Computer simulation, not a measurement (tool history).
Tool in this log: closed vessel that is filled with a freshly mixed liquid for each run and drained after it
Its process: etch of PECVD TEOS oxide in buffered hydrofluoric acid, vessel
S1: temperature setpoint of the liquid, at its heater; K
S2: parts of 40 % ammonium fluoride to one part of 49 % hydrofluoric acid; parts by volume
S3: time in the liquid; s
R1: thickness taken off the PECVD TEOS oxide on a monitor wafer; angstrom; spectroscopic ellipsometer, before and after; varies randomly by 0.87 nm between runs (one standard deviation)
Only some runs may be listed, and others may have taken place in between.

{"run": 1, "day": 0.0, "S1": 297.15, "S2": 12.5, "S3": 105, "R1": 2205.6}
{"run": 2, "day": 0.3, "S1": 295.65, "S2": 13.0, "S3": 105, "R1": 1954.2}
{"run": 3, "day": 0.667, "S1": 295.65, "S2": 13.0, "S3": 105, "R1": 1938.1}
{"run": 4, "day": 0.929, "S1": 295.65, "S2": 13.0, "S3": 105, "R1": 1972.3}
{"run": 5, "day": 1.262, "S1": 294.65, "S2": 13.0, "S3": 105, "R1": 1865.9}
{"run": 6, "day": 1.388, "S1": 294.65, "S2": 13.0, "S3": 110, "R1": 1936.2}
{"run": 7, "day": 1.533, "S1": 293.65, "S2": 13.0, "S3": 110, "R1": 1818.9}
{"run": 8, "day": 1.588, "S1": 293.15, "S2": 13.0, "S3": 110, "R1": 1787.5}
{"run": 9, "day": 1.788, "S1": 292.65, "S2": 13.0, "S3": 110, "R1": 1745.6}

For run 10, what comes out?
{"run": 10, "day": 2.154, "S1": 292.15, "S2": 13.0, "S3": 110, "R1": "?"}

{"run 10": {"R1": 1669.9}}
